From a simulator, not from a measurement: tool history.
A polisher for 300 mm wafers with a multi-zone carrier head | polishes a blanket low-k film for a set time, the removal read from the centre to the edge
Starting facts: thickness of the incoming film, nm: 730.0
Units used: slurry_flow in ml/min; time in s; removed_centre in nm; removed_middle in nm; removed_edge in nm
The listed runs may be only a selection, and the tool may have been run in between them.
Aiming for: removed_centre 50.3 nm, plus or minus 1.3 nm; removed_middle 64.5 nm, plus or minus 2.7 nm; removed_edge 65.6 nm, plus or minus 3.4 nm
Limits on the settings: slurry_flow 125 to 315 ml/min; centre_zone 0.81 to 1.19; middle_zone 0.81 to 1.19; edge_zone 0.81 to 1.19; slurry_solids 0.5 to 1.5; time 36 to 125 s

Run 1, day 0: slurry_flow 205 ml/min, centre_zone 1, middle_zone 1, edge_zone 1, slurry_solids 1, time 80 s. Result: removed_centre 38.135 nm, removed_middle 38.46 nm, removed_edge 38.883 nm.
Run 2, day 0.233: slurry_flow 205 ml/min, centre_zone 0.97, middle_zone 1.02, edge_zone 1.04, slurry_solids 1.1, time 84 s. Result: removed_centre 40.42 nm, removed_middle 42.333 nm, removed_edge 41.498 nm.
Run 3, day 0.429: slurry_flow 185 ml/min, centre_zone 0.93, middle_zone 1.03, edge_zone 1.08, slurry_solids 1.15, time 92 s. Result: removed_centre 42.727 nm, removed_middle 47.147 nm, removed_edge 46.293 nm.
Run 4, day 0.679: slurry_flow 170 ml/min, centre_zone 0.9, middle_zone 1.03, edge_zone 1.11, slurry_solids 1.25, time 96 s. Result: removed_centre 44.016 nm, removed_middle 50.47 nm, removed_edge 51.997 nm.
Run 5, day 0.938: slurry_flow 210 ml/min, centre_zone 0.9, middle_zone 1.03, edge_zone 1.11, slurry_solids 1.25, time 96 s. Result: removed_centre 45.841 nm, removed_middle 51.049 nm, removed_edge 53.367 nm.
Run 6, day 1.154: slurry_flow 215 ml/min, centre_zone 0.88, middle_zone 1.06, edge_zone 1.13, slurry_solids 1.3, time 97 s. Result: removed_centre 46.401 nm, removed_middle 55.82 nm, removed_edge 55.282 nm.
Run 7, day 1.2: slurry_flow 225 ml/min, centre_zone 0.81, middle_zone 1.02, edge_zone 1.19, slurry_solids 1.5, time 102 s. Result: removed_centre 47.547 nm, removed_middle 59.987 nm, removed_edge 63.771 nm.
Run 8, day 1.379: slurry_flow 235 ml/min, centre_zone 0.81, middle_zone 1.03, edge_zone 1.19, slurry_solids 1.5, time 102 s. Result: removed_centre 48.235 nm, removed_middle 61.529 nm, removed_edge 63.115 nm.

Pick the move, out of 5, that brings all results within their allowed miss; only one does.
Run A, day 1.558: slurry_flow 190 ml/min, centre_zone 0.94, middle_zone 1.07, edge_zone 1.14, slurry_solids 1.45, time 98 s. Result: removed_centre ?, removed_middle ?, removed_edge ?.
Run B, day 1.558: slurry_flow 315 ml/min, centre_zone 0.88, middle_zone 1.03, edge_zone 1.17, slurry_solids 1.5, time 91 s. Result: removed_centre ?, removed_middle ?, removed_edge ?.
Run C, day 1.558: slurry_flow 265 ml/min, centre_zone 0.89, middle_zone 1.19, edge_zone 1.09, slurry_solids 1.5, time 98 s. Result: removed_centre ?, removed_middle ?, removed_edge ?.
Run D, day 1.558: slurry_flow 255 ml/min, centre_zone 0.81, middle_zone 1.16, edge_zone 1.16, slurry_solids 1.3, time 104 s. Result: removed_centre ?, removed_middle ?, removed_edge ?.
Run E, day 1.558: slurry_flow 245 ml/min, centre_zone 0.82, middle_zone 1.06, edge_zone 1.17, slurry_solids 1.5, time 106 s. Result: removed_centre ?, removed_middle ?, removed_edge ?.

move  removed_centre  removed_middle  removed_edge
   A          50.474          57.069        57.618
   B          47.487          55.228         57.46
   C          50.795          66.147        58.931
   D          46.096          64.635        60.683
   E          50.039          64.219        65.571
A: corrects the largest miss of the last run, while another result sits out of spec
B: lands further from the targets than the last run did
C: corrects the largest miss of the last run, while another result sits out of spec
D: lands further from the targets than the last run did
E: every result within its allowed miss
Correct choice: E, which meets every target
